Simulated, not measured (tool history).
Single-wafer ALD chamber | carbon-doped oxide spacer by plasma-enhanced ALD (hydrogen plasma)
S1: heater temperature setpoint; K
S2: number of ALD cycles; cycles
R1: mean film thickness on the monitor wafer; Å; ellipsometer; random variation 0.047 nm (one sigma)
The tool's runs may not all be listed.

run 1 hour=0.0 | S1=663.15 S2=214 | R1=106.25
run 2 hour=6.5 | S1=671.15 S2=214 | R1=105.34
run 3 hour=8.8 | S1=671.15 S2=226 | R1=111.49
run 4 hour=17.9 | S1=678.15 S2=226 | R1=108.66
run 5 hour=22.0 | S1=674.15 S2=226 | R1=110.22
run 6 hour=31.2 | S1=673.15 S2=236 | R1=115.97
run 7 hour=37.9 | S1=672.15 S2=243 | R1=119.36
run 8 hour=46.5 | S1=671.15 S2=249 | R1=122.87
run 9 hour=52.9 | S1=670.15 S2=253 | R1=125.63
run 10 hour=58.3 | S1=670.15 S2=255 | R1=126.73

Forecast run 11:
run 11 hour=61.7 | S1=670.15 S2=257 | R1=?

R1: 126.98 Å

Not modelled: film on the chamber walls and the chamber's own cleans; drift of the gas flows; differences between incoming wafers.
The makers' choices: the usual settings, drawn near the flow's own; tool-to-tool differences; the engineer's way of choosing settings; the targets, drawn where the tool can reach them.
